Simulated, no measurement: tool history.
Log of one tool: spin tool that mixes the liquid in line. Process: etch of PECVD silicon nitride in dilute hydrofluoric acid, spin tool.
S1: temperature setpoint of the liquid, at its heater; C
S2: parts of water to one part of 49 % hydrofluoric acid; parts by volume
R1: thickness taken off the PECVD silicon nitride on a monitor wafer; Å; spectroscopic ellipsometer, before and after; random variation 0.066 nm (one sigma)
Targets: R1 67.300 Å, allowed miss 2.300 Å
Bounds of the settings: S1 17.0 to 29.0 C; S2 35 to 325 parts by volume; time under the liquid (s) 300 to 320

{"run": 1, "hour": 0.0, "S1": 21.0, "S2": 180, "time under the liquid (s)": 300, "R1": 54.107}
{"run": 2, "hour": 1.0, "S1": 22.5, "S2": 180, "time under the liquid (s)": 300, "R1": 59.711}
{"run": 3, "hour": 5.9, "S1": 22.5, "S2": 180, "time under the liquid (s)": 300, "R1": 59.53}
{"run": 4, "hour": 14.3, "S1": 22.5, "S2": 235, "time under the liquid (s)": 300, "R1": 45.67}
{"run": 5, "hour": 15.7, "S1": 22.5, "S2": 235, "time under the liquid (s)": 300, "R1": 46.271}
{"run": 6, "hour": 19.3, "S1": 22.5, "S2": 265, "time under the liquid (s)": 300, "R1": 41.085}
{"run": 7, "hour": 26.8, "S1": 24.0, "S2": 260, "time under the liquid (s)": 300, "R1": 45.56}
{"run": 8, "hour": 33.2, "S1": 25.0, "S2": 255, "time under the liquid (s)": 300, "R1": 49.021}
{"run": 9, "hour": 38.0, "S1": 26.0, "S2": 250, "time under the liquid (s)": 300, "R1": 53.395}
{"run": 10, "hour": 43.5, "S1": 26.5, "S2": 245, "time under the liquid (s)": 300, "R1": 56.85}
{"run": 11, "hour": 45.2, "S1": 27.0, "S2": 245, "time under the liquid (s)": 300, "R1": 58.188}

Which of these 5 next moves meets every target?
{"run": "A", "hour": 46.9, "S1": 27.5, "S2": 310, "time under the liquid (s)": 300, "R1": "?"}
{"run": "B", "hour": 46.9, "S1": 28.0, "S2": 240, "time under the liquid (s)": 315, "R1": "?"}
{"run": "C", "hour": 46.9, "S1": 26.5, "S2": 260, "time under the liquid (s)": 300, "R1": "?"}
{"run": "D", "hour": 46.9, "S1": 26.0, "S2": 290, "time under the liquid (s)": 300, "R1": "?"}
{"run": "E", "hour": 46.9, "S1": 26.5, "S2": 280, "time under the liquid (s)": 300, "R1": "?"}

move=A R1=47.225
move=B R1=66.193
move=C R1=53.133
move=D R1=46.205
move=E R1=49.319
A: further off than the last run
B: meets every target
C: further off than the last run
D: further off than the last run
E: further off than the last run
Answer: B

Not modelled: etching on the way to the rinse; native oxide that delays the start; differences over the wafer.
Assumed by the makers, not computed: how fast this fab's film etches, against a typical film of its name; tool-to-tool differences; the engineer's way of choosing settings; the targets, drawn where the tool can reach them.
